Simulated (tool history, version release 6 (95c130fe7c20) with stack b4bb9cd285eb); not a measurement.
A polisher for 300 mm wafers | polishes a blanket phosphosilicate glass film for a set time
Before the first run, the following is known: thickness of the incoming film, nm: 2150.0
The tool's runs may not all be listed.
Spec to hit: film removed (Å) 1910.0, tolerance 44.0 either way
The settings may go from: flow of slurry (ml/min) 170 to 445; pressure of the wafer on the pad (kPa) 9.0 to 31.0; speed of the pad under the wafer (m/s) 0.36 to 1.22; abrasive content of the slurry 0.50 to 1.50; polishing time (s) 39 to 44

run    day  flow of slurry (ml/min)  pressure of the wafer on the pad (kPa)  speed of the pad under the wafer (m/s)  abrasive content of the slurry  polishing time (s)  film removed (Å)
  1  0.000                      285                                    20.0                                    0.78                            1.00                  44            2609.8
  2  0.221                      285                                    20.0                                    0.78                            1.00                  39            2349.1
  3  0.275                      280                                    18.6                                    0.78                            1.00                  39            2146.9
  4  0.321                      265                                    17.9                                    0.78                            1.00                  39            2067.2
  5  0.446                      265                                    17.9                                    0.62                            1.00                  39            1736.6
  6  0.650                      235                                    17.9                                    0.62                            1.00                  39            1689.6
  7  0.679                      270                                    17.9                                    0.62                            1.00                  39            1735.9
  8  0.925                      300                                    17.9                                    0.62                            1.00                  39            1755.0
  9  1.025                      300                                    17.9                                    0.62                            1.00                  39            1737.7
 10  1.329                      305                                    18.6                                    0.62                            1.00                  39            1826.4
 11  1.492                      315                                    18.6                                    0.62                            1.00                  39            1849.8
 12  1.721                      325                                    18.6                                    0.62                            1.00                  39            1844.2

Next run, 5 choices. One meets every target within its allowed miss, the rest don't. Which?
  A  1.950                      445                                    18.6                                    0.52                            1.10                  44                 ?
  B  1.950                      410                                    17.2                                    0.66                            0.95                  44                 ?
  C  1.950                      275                                    16.5                                    0.62                            1.00                  44                 ?
  D  1.950                      330                                    19.3                                    0.64                            0.75                  42                 ?
  E  1.950                      305                                    16.5                                    0.62                            1.20                  39                 ?

move  film removed (Å)
   A            1926.2
   B            2013.4
   C            1821.5
   D            1825.7
   E            1767.0
A: each result inside its tolerance
B: carries the result that was furthest off beyond its target, to the other side
C: lands further from the targets than the last run did
D: lands further from the targets than the last run did
E: lands further from the targets than the last run did
Correct choice: A, which meets every target
